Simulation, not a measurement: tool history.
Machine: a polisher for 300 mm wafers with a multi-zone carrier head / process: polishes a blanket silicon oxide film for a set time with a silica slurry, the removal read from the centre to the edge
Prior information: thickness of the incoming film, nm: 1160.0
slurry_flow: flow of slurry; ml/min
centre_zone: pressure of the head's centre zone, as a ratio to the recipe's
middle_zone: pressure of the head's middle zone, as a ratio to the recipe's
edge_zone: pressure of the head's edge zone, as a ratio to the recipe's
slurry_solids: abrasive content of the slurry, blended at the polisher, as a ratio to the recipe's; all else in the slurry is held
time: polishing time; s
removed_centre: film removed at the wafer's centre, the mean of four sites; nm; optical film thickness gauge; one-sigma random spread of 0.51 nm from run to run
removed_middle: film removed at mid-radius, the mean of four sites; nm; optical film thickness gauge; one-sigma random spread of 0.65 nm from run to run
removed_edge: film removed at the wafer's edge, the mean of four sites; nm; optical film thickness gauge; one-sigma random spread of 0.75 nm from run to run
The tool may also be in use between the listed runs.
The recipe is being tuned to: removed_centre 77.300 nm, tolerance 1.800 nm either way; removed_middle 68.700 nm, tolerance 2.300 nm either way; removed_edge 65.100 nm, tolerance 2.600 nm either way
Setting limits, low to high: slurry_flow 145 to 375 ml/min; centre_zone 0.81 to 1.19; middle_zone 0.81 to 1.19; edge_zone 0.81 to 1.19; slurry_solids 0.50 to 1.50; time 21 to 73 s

{"run": 1, "hour": 0.0, "slurry_flow": 240, "centre_zone": 1.0, "middle_zone": 1.0, "edge_zone": 1.0, "slurry_solids": 1.0, "time": 47, "removed_centre": 86.924, "removed_middle": 76.12, "removed_edge": 77.41}
{"run": 2, "hour": 1.5, "slurry_flow": 235, "centre_zone": 1.0, "middle_zone": 1.0, "edge_zone": 0.97, "slurry_solids": 1.0, "time": 47, "removed_centre": 85.905, "removed_middle": 76.875, "removed_edge": 76.435}
{"run": 3, "hour": 5.7, "slurry_flow": 235, "centre_zone": 1.0, "middle_zone": 1.0, "edge_zone": 0.94, "slurry_solids": 1.0, "time": 47, "removed_centre": 86.255, "removed_middle": 78.228, "removed_edge": 74.198}
{"run": 4, "hour": 9.9, "slurry_flow": 230, "centre_zone": 1.0, "middle_zone": 0.98, "edge_zone": 0.93, "slurry_solids": 1.0, "time": 47, "removed_centre": 86.747, "removed_middle": 75.331, "removed_edge": 74.318}
{"hour": 15.9, "done": "centre zone pressure recalibrated"}
{"run": 5, "hour": 15.9, "slurry_flow": 230, "centre_zone": 1.0, "middle_zone": 0.98, "edge_zone": 0.93, "slurry_solids": 1.0, "time": 55, "removed_centre": 90.037, "removed_middle": 89.15, "removed_edge": 87.085}
{"run": 6, "hour": 17.5, "slurry_flow": 240, "centre_zone": 1.0, "middle_zone": 0.97, "edge_zone": 0.92, "slurry_solids": 0.95, "time": 54, "removed_centre": 86.392, "removed_middle": 83.26, "removed_edge": 81.45}
{"run": 7, "hour": 18.8, "slurry_flow": 240, "centre_zone": 1.01, "middle_zone": 0.96, "edge_zone": 0.91, "slurry_solids": 0.95, "time": 53, "removed_centre": 85.114, "removed_middle": 81.437, "removed_edge": 79.283}
{"run": 8, "hour": 21.5, "slurry_flow": 230, "centre_zone": 1.08, "middle_zone": 0.91, "edge_zone": 0.81, "slurry_solids": 0.7, "time": 53, "removed_centre": 68.605, "removed_middle": 58.769, "removed_edge": 56.945}
{"run": 9, "hour": 28.8, "slurry_flow": 240, "centre_zone": 1.08, "middle_zone": 0.92, "edge_zone": 0.82, "slurry_solids": 0.7, "time": 53, "removed_centre": 69.678, "removed_middle": 59.791, "removed_edge": 58.355}
{"run": 10, "hour": 31.6, "slurry_flow": 250, "centre_zone": 1.08, "middle_zone": 0.93, "edge_zone": 0.83, "slurry_solids": 0.7, "time": 53, "removed_centre": 69.283, "removed_middle": 59.378, "removed_edge": 58.912}

Consider the 5 candidate settings below. Which is the only one whose results all fall within their allowed miss of target?
{"run": "A", "hour": 34.4, "slurry_flow": 195, "centre_zone": 1.14, "middle_zone": 0.95, "edge_zone": 0.81, "slurry_solids": 1.0, "time": 41, "removed_centre": "?", "removed_middle": "?", "removed_edge": "?"}
{"run": "B", "hour": 34.4, "slurry_flow": 165, "centre_zone": 1.14, "middle_zone": 1.03, "edge_zone": 0.9, "slurry_solids": 0.75, "time": 56, "removed_centre": "?", "removed_middle": "?", "removed_edge": "?"}
{"run": "C", "hour": 34.4, "slurry_flow": 240, "centre_zone": 0.97, "middle_zone": 1.07, "edge_zone": 0.81, "slurry_solids": 0.8, "time": 51, "removed_centre": "?", "removed_middle": "?", "removed_edge": "?"}
{"run": "D", "hour": 34.4, "slurry_flow": 315, "centre_zone": 1.14, "middle_zone": 0.96, "edge_zone": 0.93, "slurry_solids": 1.0, "time": 42, "removed_centre": "?", "removed_middle": "?", "removed_edge": "?"}
{"run": "E", "hour": 34.4, "slurry_flow": 255, "centre_zone": 1.17, "middle_zone": 0.81, "edge_zone": 1.01, "slurry_solids": 0.7, "time": 53, "removed_centre": "?", "removed_middle": "?", "removed_edge": "?"}

move=A removed_centre=74.507 removed_middle=62.106 removed_edge=58.217
move=B removed_centre=77.203 removed_middle=69.103 removed_edge=63.695
move=C removed_centre=68.335 removed_middle=73.859 removed_edge=61.959
move=D removed_centre=81.832 removed_middle=68.340 removed_edge=66.256
move=E removed_centre=75.214 removed_middle=53.341 removed_edge=62.218
A: nearer the targets than the last run, but a result is still out of spec
B: all results land within tolerance of their targets
C: moves away from the targets compared with the last run
D: takes the result that was furthest off past its target
E: moves away from the targets compared with the last run
So the answer is move B, the one that meets all the targets.
